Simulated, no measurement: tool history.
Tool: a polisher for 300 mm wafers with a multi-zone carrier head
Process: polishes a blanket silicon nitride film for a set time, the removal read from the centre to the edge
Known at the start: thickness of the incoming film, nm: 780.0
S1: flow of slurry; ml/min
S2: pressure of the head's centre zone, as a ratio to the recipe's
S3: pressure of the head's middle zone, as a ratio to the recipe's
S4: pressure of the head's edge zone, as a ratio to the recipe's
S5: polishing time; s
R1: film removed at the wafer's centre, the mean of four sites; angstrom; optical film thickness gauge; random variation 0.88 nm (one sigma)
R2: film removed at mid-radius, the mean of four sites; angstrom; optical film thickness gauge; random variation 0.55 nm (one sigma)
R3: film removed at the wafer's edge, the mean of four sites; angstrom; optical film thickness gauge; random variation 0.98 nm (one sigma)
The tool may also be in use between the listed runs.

run    day   S1    S2    S3    S4  S5      R1      R2      R3
  1  0.000  295  1.00  1.00  1.00  62  978.71  987.90  960.27
  2  0.108  295  1.00  1.00  1.00  47  723.47  764.44  735.61
  3  0.446  295  1.01  0.98  0.99  47  725.60  740.65  737.31
  4  0.625  295  1.01  0.94  0.99  47  749.62  719.76  742.20
  5  0.738  295  1.01  0.93  0.98  46  728.09  693.63  704.15
  6  1.096  295  1.01  0.98  0.98  46  720.87  721.77  732.70
  7  1.271  295  1.01  0.98  0.98  46  720.26  725.27  697.08

Run 8 comes next. What will it give?
  8  1.312  290  1.01  0.96  0.98  46   ?   ?   ?

{"run 8": {"R1": 714.11, "R2": 699.02, "R3": 726.39}}
